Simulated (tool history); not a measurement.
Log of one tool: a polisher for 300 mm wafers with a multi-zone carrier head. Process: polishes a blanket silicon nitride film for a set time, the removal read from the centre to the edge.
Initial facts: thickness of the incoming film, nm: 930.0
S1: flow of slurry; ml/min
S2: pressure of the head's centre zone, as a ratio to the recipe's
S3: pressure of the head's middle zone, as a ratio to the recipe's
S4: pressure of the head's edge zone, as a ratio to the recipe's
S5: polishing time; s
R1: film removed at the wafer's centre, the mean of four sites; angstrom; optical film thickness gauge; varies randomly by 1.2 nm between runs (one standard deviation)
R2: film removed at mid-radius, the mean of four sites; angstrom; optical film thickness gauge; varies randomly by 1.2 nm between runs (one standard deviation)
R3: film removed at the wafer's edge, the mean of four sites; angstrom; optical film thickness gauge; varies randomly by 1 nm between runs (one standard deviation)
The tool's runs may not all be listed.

Run 1, hour 0.0: S1 270 ml/min, S2 1.00, S3 1.00, S4 1.00, S5 49 s. Result: R1 990.32 angstrom, R2 1017.4 angstrom, R3 987.34 angstrom.
Run 2, hour 3.6: S1 270 ml/min, S2 0.98, S3 1.01, S4 1.00, S5 49 s. Result: R1 918.73 angstrom, R2 1010.4 angstrom, R3 982.99 angstrom.
Run 3, hour 5.6: S1 320 ml/min, S2 0.98, S3 1.01, S4 1.00, S5 49 s. Result: R1 943.76 angstrom, R2 1025.8 angstrom, R3 1005.20 angstrom.
Run 4, hour 11.3: S1 320 ml/min, S2 0.97, S3 1.02, S4 1.00, S5 49 s. Result: R1 928.08 angstrom, R2 1020.0 angstrom, R3 994.64 angstrom.
At hour 19.8: worn pad replaced by a new one.
Run 5, hour 19.8: S1 320 ml/min, S2 0.94, S3 1.02, S4 1.00, S5 49 s. Result: R1 1002.60 angstrom, R2 1140.5 angstrom, R3 1110.80 angstrom.
Run 6, hour 27.0: S1 320 ml/min, S2 0.94, S3 1.02, S4 1.07, S5 49 s. Result: R1 1015.30 angstrom, R2 1161.9 angstrom, R3 1126.10 angstrom.
Run 7, hour 30.6: S1 320 ml/min, S2 0.93, S3 1.03, S4 1.04, S5 49 s. Result: R1 1012.30 angstrom, R2 1164.0 angstrom, R3 1135.00 angstrom.
Run 8, hour 33.0: S1 320 ml/min, S2 0.92, S3 1.04, S4 1.01, S5 48 s. Result: R1 955.26 angstrom, R2 1138.3 angstrom, R3 1076.90 angstrom.
Run 9, hour 34.4: S1 325 ml/min, S2 0.91, S3 1.04, S4 0.99, S5 48 s. Result: R1 976.56 angstrom, R2 1145.5 angstrom, R3 1066.30 angstrom.

Predict the results of run 10:
Run 10, hour 39.8: S1 335 ml/min, S2 0.90, S3 1.04, S4 1.00, S5 46 s. Result: R1 ?, R2 ?, R3 ?.

{"run 10": {"R1": 921.12, "R2": 1083.1, "R3": 1029.7}}

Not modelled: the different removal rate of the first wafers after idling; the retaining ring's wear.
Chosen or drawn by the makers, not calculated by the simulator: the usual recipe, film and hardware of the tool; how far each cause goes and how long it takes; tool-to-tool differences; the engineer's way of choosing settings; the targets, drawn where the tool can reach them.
